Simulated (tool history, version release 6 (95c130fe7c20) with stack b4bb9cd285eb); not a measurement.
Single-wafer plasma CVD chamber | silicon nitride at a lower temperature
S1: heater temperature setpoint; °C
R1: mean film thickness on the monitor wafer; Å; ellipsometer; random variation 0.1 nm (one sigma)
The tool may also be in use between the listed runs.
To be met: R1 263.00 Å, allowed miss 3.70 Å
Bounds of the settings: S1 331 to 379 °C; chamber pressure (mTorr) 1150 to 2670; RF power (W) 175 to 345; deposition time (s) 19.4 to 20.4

Run 1, hour 0.0: S1 355 °C, chamber pressure (mTorr) 1910, RF power (W) 260, deposition time (s) 20.4. Result: R1 241.49 Å.
Run 2, hour 6.8: S1 355 °C, chamber pressure (mTorr) 1910, RF power (W) 260, deposition time (s) 19.4. Result: R1 231.24 Å.
Run 3, hour 7.4: S1 355 °C, chamber pressure (mTorr) 1910, RF power (W) 260, deposition time (s) 20.4. Result: R1 239.91 Å.
Run 4, hour 15.0: S1 355 °C, chamber pressure (mTorr) 2040, RF power (W) 260, deposition time (s) 20.4. Result: R1 245.26 Å.
Run 5, hour 23.3: S1 351 °C, chamber pressure (mTorr) 2040, RF power (W) 260, deposition time (s) 20.4. Result: R1 243.44 Å.
Run 6, hour 29.2: S1 351 °C, chamber pressure (mTorr) 2150, RF power (W) 260, deposition time (s) 20.4. Result: R1 245.74 Å.
Run 7, hour 31.9: S1 351 °C, chamber pressure (mTorr) 2260, RF power (W) 260, deposition time (s) 20.4. Result: R1 248.73 Å.
Run 8, hour 34.8: S1 351 °C, chamber pressure (mTorr) 2260, RF power (W) 260, deposition time (s) 20.4. Result: R1 248.24 Å.
Run 9, hour 37.5: S1 351 °C, chamber pressure (mTorr) 2330, RF power (W) 265, deposition time (s) 20.4. Result: R1 254.63 Å.
Run 10, hour 40.9: S1 351 °C, chamber pressure (mTorr) 2380, RF power (W) 265, deposition time (s) 20.4. Result: R1 253.46 Å.
Run 11, hour 49.0: S1 351 °C, chamber pressure (mTorr) 2420, RF power (W) 265, deposition time (s) 20.4. Result: R1 254.54 Å.
Run 12, hour 56.0: S1 351 °C, chamber pressure (mTorr) 2450, RF power (W) 265, deposition time (s) 20.4. Result: R1 255.19 Å.
Run 13, hour 57.5: S1 351 °C, chamber pressure (mTorr) 2480, RF power (W) 265, deposition time (s) 20.4. Result: R1 255.48 Å.

Which of these 4 next moves meets every target?
Run A, hour 59.0: S1 350 °C, chamber pressure (mTorr) 2400, RF power (W) 290, deposition time (s) 20.4. Result: R1 ?.
Run B, hour 59.0: S1 350 °C, chamber pressure (mTorr) 2510, RF power (W) 290, deposition time (s) 19.5. Result: R1 ?.
Run C, hour 59.0: S1 368 °C, chamber pressure (mTorr) 2640, RF power (W) 285, deposition time (s) 20.3. Result: R1 ?.
Run D, hour 59.0: S1 341 °C, chamber pressure (mTorr) 2300, RF power (W) 300, deposition time (s) 19.9. Result: R1 ?.

move      R1
   A  271.80
   B  261.87
   C  269.55
   D  270.75
A: takes the result that was furthest off past its target
B: meets every target
C: takes the result that was furthest off past its target
D: takes the result that was furthest off past its target
Move B is the one to make.
